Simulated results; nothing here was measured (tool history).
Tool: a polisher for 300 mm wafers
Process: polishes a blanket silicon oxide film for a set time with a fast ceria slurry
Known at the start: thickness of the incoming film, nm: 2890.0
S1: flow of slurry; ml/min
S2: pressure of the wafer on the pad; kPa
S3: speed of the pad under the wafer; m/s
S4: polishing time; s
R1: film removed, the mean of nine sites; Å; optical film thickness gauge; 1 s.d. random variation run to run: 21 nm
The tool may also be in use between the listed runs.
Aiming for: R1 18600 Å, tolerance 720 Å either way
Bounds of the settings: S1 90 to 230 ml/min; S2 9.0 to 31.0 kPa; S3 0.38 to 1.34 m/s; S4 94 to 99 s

{"run": 1, "hour": 0.0, "S1": 150, "S2": 20.0, "S3": 0.86, "S4": 94, "R1": 13345}
{"run": 2, "hour": 7.2, "S1": 120, "S2": 20.0, "S3": 0.86, "S4": 94, "R1": 12724}
{"run": 3, "hour": 13.5, "S1": 130, "S2": 22.1, "S3": 0.86, "S4": 94, "R1": 13829}
{"run": 4, "hour": 15.3, "S1": 130, "S2": 22.1, "S3": 0.86, "S4": 94, "R1": 14143}
{"run": 5, "hour": 18.0, "S1": 140, "S2": 23.4, "S3": 0.86, "S4": 94, "R1": 14867}
{"run": 6, "hour": 20.9, "S1": 140, "S2": 23.4, "S3": 0.86, "S4": 99, "R1": 15800}
{"run": 7, "hour": 25.8, "S1": 145, "S2": 24.8, "S3": 0.86, "S4": 99, "R1": 16473}
{"run": 8, "hour": 28.9, "S1": 145, "S2": 25.5, "S3": 0.86, "S4": 99, "R1": 17183}
{"run": 9, "hour": 29.9, "S1": 145, "S2": 25.5, "S3": 0.86, "S4": 99, "R1": 17199}
{"run": 10, "hour": 33.0, "S1": 150, "S2": 26.2, "S3": 0.86, "S4": 99, "R1": 17699}

Exercise: of the 4 proposed moves below, exactly one satisfies all targets within the stated allowed misses. Which move is it?
{"run": "A", "hour": 36.1, "S1": 135, "S2": 26.2, "S3": 0.98, "S4": 99, "R1": "?"}
{"run": "B", "hour": 36.1, "S1": 150, "S2": 27.6, "S3": 0.94, "S4": 99, "R1": "?"}
{"run": "C", "hour": 36.1, "S1": 140, "S2": 24.1, "S3": 1.06, "S4": 99, "R1": "?"}
{"run": "D", "hour": 36.1, "S1": 160, "S2": 24.1, "S3": 0.96, "S4": 99, "R1": "?"}

move=A R1=19573
move=B R1=20033
move=C R1=19799
move=D R1=18388
A: takes the biggest miss from the last run beyond its target
B: takes the biggest miss from the last run beyond its target
C: takes the biggest miss from the last run beyond its target
D: hits every target within its allowed miss
The move that meets every target is D.

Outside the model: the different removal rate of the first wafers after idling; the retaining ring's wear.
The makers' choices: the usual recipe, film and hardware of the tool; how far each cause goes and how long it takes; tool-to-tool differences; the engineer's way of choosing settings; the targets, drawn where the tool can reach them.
